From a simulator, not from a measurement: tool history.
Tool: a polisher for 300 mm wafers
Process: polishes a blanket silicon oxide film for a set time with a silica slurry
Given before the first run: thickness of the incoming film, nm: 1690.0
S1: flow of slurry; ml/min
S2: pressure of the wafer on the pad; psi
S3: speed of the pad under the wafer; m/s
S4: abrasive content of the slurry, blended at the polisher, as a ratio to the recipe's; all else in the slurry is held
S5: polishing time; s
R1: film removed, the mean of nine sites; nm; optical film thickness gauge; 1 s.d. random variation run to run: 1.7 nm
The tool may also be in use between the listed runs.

run  hour   S1   S2    S3    S4  S5      R1
  1     0  135  3.3  1.24     1  56  142.95
  2   3.3  125  3.3  1.24     1  56  139.28
  3   7.2  125  3.3  1.24     1  50  124.87
  4   9.1  125  3.3  1.24  0.85  50  117.89
  5  13.4  140  3.8  1.28  0.85  50  137.17
  6    22  145  4.2   1.4  0.85  50  159.05
  7  27.6  150  5.2  1.76   0.9  50  227.03
  8  33.3  150  5.2  1.76   0.9  50  225.57
  9  35.7  155  5.2  1.82  0.95  50  237.98
 10  41.3  155  5.2  1.86  0.95  50  241.81
 11  48.2  155  5.2  1.88  0.95  50  245.73

Run 12 is up next; what results do you expect?
 12  49.5  155  5.2  1.9  0.95  50   ?

{"run 12": {"R1": 245.85}}

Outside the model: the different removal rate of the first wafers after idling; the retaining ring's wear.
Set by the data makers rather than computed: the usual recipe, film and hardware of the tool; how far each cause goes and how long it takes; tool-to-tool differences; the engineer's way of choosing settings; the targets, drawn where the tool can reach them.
